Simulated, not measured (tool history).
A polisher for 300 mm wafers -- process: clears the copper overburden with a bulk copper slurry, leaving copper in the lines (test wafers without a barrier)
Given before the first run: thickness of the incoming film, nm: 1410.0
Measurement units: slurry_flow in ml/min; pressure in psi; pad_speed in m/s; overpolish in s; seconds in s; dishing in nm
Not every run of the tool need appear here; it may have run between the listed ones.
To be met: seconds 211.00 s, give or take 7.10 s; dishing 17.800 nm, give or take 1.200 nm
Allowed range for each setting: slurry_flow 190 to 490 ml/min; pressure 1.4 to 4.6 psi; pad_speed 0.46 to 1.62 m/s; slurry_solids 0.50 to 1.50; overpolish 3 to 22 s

run 1 hour=0.0 | slurry_flow=315 pressure=3.0 pad_speed=1.04 slurry_solids=1.00 overpolish=11 | seconds=127.09 dishing=62.277
run 2 hour=0.7 | slurry_flow=315 pressure=2.7 pad_speed=1.04 slurry_solids=1.00 overpolish=10 | seconds=135.47 dishing=55.133
run 3 hour=5.5 | slurry_flow=315 pressure=2.7 pad_speed=1.04 slurry_solids=1.15 overpolish=10 | seconds=131.68 dishing=57.789
run 4 hour=11.8 | slurry_flow=360 pressure=2.7 pad_speed=1.04 slurry_solids=1.15 overpolish=10 | seconds=128.81 dishing=57.120
run 5 hour=16.9 | slurry_flow=360 pressure=2.7 pad_speed=1.04 slurry_solids=1.25 overpolish=10 | seconds=127.84 dishing=56.939
run 6 hour=17.8 | slurry_flow=360 pressure=3.3 pad_speed=1.04 slurry_solids=1.25 overpolish=10 | seconds=112.00 dishing=61.887
run 7 hour=26.4 | slurry_flow=380 pressure=3.1 pad_speed=0.96 slurry_solids=1.30 overpolish=9 | seconds=124.50 dishing=54.339
run 8 hour=32.7 | slurry_flow=400 pressure=2.8 pad_speed=0.92 slurry_solids=1.35 overpolish=8 | seconds=138.31 dishing=45.178
run 9 hour=38.8 | slurry_flow=415 pressure=2.6 pad_speed=0.90 slurry_solids=1.35 overpolish=7 | seconds=148.64 dishing=38.399
run 10 hour=39.5 | slurry_flow=490 pressure=1.8 pad_speed=0.86 slurry_solids=1.50 overpolish=3 | seconds=179.65 dishing=15.364
run 11 hour=41.8 | slurry_flow=475 pressure=1.8 pad_speed=0.86 slurry_solids=1.50 overpolish=3 | seconds=181.10 dishing=15.527
run 12 hour=48.8 | slurry_flow=465 pressure=1.8 pad_speed=0.86 slurry_solids=1.45 overpolish=3 | seconds=181.55 dishing=15.208
run 13 hour=52.9 | slurry_flow=465 pressure=1.8 pad_speed=0.84 slurry_solids=1.45 overpolish=4 | seconds=187.24 dishing=19.718
run 14 hour=53.7 | slurry_flow=465 pressure=1.7 pad_speed=0.84 slurry_solids=1.45 overpolish=4 | seconds=194.29 dishing=19.157

Next run, 4 choices. One meets every target within its allowed miss, the rest don't. Which?
run A hour=54.5 | slurry_flow=485 pressure=1.9 pad_speed=0.72 slurry_solids=1.40 overpolish=4 | seconds=? dishing=?
run B hour=54.5 | slurry_flow=470 pressure=2.6 pad_speed=0.74 slurry_solids=1.45 overpolish=3 | seconds=? dishing=?
run C hour=54.5 | slurry_flow=415 pressure=1.4 pad_speed=0.82 slurry_solids=1.40 overpolish=5 | seconds=? dishing=?
run D hour=54.5 | slurry_flow=410 pressure=2.1 pad_speed=0.66 slurry_solids=1.35 overpolish=5 | seconds=? dishing=?

move=A seconds=214.55 dishing=17.736
move=B seconds=175.50 dishing=16.479
move=C seconds=220.08 dishing=21.048
move=D seconds=225.34 dishing=20.812
A: in spec on every target
B: lands further from the targets than the last run did
C: takes the biggest miss from the last run beyond its target
D: takes the biggest miss from the last run beyond its target
Answer: A
